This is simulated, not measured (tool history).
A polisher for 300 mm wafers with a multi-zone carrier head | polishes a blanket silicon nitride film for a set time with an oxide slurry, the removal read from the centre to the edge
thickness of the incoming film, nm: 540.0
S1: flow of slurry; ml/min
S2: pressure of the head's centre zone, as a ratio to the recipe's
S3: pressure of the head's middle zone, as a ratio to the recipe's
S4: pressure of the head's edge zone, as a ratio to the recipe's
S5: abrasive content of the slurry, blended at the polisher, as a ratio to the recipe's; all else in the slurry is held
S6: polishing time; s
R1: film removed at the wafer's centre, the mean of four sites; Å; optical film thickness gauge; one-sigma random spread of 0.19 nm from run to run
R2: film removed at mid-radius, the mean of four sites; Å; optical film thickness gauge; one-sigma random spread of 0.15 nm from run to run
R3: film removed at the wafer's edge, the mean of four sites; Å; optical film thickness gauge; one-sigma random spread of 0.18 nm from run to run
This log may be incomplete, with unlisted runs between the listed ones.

Run 1, hour 0: S1 145 ml/min, S2 1, S3 1, S4 1, S5 1, S6 55 s. Result: R1 284.61 Å, R2 290.44 Å, R3 287.57 Å.
Run 2, hour 5.7: S1 145 ml/min, S2 1, S3 1, S4 0.94, S5 1, S6 55 s. Result: R1 288.97 Å, R2 284.5 Å, R3 284.25 Å.
Run 3, hour 13.4: S1 125 ml/min, S2 1, S3 1, S4 0.94, S5 1, S6 55 s. Result: R1 278.14 Å, R2 278.3 Å, R3 280.08 Å.
Run 4, hour 14: S1 125 ml/min, S2 1, S3 1, S4 0.94, S5 1.2, S6 55 s. Result: R1 305.33 Å, R2 301.26 Å, R3 304.96 Å.
Run 5, hour 15.7: S1 125 ml/min, S2 1, S3 1, S4 0.94, S5 1.3, S6 55 s. Result: R1 310.45 Å, R2 313.63 Å, R3 310.56 Å.
Run 6, hour 16.8: S1 125 ml/min, S2 1, S3 1, S4 0.86, S5 1.3, S6 55 s. Result: R1 307.92 Å, R2 308.93 Å, R3 306.33 Å.
Run 7, hour 19.5: S1 130 ml/min, S2 0.99, S3 0.99, S4 0.86, S5 1.05, S6 53 s. Result: R1 273.74 Å, R2 269.83 Å, R3 270.78 Å.
Run 8, hour 21: S1 135 ml/min, S2 0.98, S3 0.98, S4 0.86, S5 0.85, S6 51 s. Result: R1 239.53 Å, R2 238.85 Å, R3 236.83 Å.
Run 9, hour 24.6: S1 130 ml/min, S2 0.97, S3 0.96, S4 0.85, S5 0.75, S6 51 s. Result: R1 219.92 Å, R2 219.7 Å, R3 222.7 Å.
Run 10, hour 27.9: S1 95 ml/min, S2 0.97, S3 0.93, S4 0.81, S5 0.65, S6 51 s. Result: R1 187.06 Å, R2 184.26 Å, R3 192.28 Å.
Run 11, hour 32.2: S1 105 ml/min, S2 0.97, S3 0.93, S4 0.82, S5 0.65, S6 51 s. Result: R1 195.99 Å, R2 189.22 Å, R3 196.9 Å.

Estimate the outcome of run 12 from the log above:
Run 12, hour 32.9: S1 110 ml/min, S2 0.96, S3 0.93, S4 0.82, S5 0.65, S6 51 s. Result: R1 ?, R2 ?, R3 ?.

{"run 12": {"R1": 193, "R2": 190.41, "R3": 200.54}}
